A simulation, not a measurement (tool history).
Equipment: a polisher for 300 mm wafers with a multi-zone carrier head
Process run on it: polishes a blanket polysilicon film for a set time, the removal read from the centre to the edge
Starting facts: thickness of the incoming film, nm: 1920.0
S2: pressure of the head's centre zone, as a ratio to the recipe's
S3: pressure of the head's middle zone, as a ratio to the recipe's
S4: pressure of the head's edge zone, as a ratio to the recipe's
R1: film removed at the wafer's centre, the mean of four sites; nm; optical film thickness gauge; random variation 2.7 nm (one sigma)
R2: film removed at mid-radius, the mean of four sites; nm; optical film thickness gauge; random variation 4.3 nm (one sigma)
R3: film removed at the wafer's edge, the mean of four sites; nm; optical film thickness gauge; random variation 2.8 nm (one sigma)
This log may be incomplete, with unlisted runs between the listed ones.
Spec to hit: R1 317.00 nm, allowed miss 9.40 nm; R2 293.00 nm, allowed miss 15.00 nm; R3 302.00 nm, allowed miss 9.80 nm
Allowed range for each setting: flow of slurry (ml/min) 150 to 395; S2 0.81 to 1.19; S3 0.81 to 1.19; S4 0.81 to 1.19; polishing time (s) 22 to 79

Run 1, hour 0.0: flow of slurry (ml/min) 250, S2 1.00, S3 1.00, S4 1.00, polishing time (s) 50. Result: R1 362.43 nm, R2 377.88 nm, R3 367.14 nm.
Run 2, hour 6.3: flow of slurry (ml/min) 245, S2 1.00, S3 0.97, S4 0.97, polishing time (s) 48. Result: R1 352.29 nm, R2 342.21 nm, R3 345.13 nm.
Run 3, hour 11.0: flow of slurry (ml/min) 245, S2 1.00, S3 0.97, S4 0.94, polishing time (s) 48. Result: R1 346.87 nm, R2 333.84 nm, R3 343.11 nm.
Run 4, hour 18.2: flow of slurry (ml/min) 240, S2 1.00, S3 0.98, S4 0.92, polishing time (s) 47. Result: R1 343.25 nm, R2 337.35 nm, R3 328.54 nm.
Run 5, hour 26.3: flow of slurry (ml/min) 235, S2 0.99, S3 0.96, S4 0.90, polishing time (s) 47. Result: R1 333.66 nm, R2 334.41 nm, R3 327.12 nm.
Run 6, hour 31.5: flow of slurry (ml/min) 235, S2 0.99, S3 0.96, S4 0.90, polishing time (s) 35. Result: R1 255.19 nm, R2 253.63 nm, R3 247.98 nm.
Run 7, hour 40.5: flow of slurry (ml/min) 245, S2 1.01, S3 0.97, S4 0.95, polishing time (s) 36. Result: R1 262.70 nm, R2 256.71 nm, R3 260.07 nm.
Run 8, hour 47.6: flow of slurry (ml/min) 285, S2 1.11, S3 1.05, S4 1.05, polishing time (s) 42. Result: R1 338.01 nm, R2 316.24 nm, R3 317.30 nm.
Run 9, hour 54.6: flow of slurry (ml/min) 275, S2 1.10, S3 1.04, S4 1.04, polishing time (s) 42. Result: R1 337.31 nm, R2 316.86 nm, R3 310.33 nm.

Which one of the following 5 next-run settings gets every result inside its allowed miss? There is exactly one.
Run A, hour 61.6: flow of slurry (ml/min) 245, S2 1.08, S3 1.08, S4 1.05, polishing time (s) 44. Result: R1 ?, R2 ?, R3 ?.
Run B, hour 61.6: flow of slurry (ml/min) 285, S2 1.07, S3 0.99, S4 1.04, polishing time (s) 40. Result: R1 ?, R2 ?, R3 ?.
Run C, hour 61.6: flow of slurry (ml/min) 330, S2 0.93, S3 0.90, S4 1.10, polishing time (s) 42. Result: R1 ?, R2 ?, R3 ?.
Run D, hour 61.6: flow of slurry (ml/min) 270, S2 0.98, S3 1.09, S4 1.11, polishing time (s) 42. Result: R1 ?, R2 ?, R3 ?.
Run E, hour 61.6: flow of slurry (ml/min) 225, S2 1.15, S3 1.02, S4 1.03, polishing time (s) 43. Result: R1 ?, R2 ?, R3 ?.

move      R1      R2      R3
   A  343.72  337.89  326.52
   B  315.81  290.57  299.98
   C  295.04  286.11  327.47
   D  303.29  329.16  322.85
   E  351.81  310.77  313.75
A: moves away from the targets compared with the last run
B: every result lands within tolerance
C: moves the result that the last run missed by most past its target, out the other side
D: moves the result that the last run missed by most past its target, out the other side
E: moves away from the targets compared with the last run
B meets every target.

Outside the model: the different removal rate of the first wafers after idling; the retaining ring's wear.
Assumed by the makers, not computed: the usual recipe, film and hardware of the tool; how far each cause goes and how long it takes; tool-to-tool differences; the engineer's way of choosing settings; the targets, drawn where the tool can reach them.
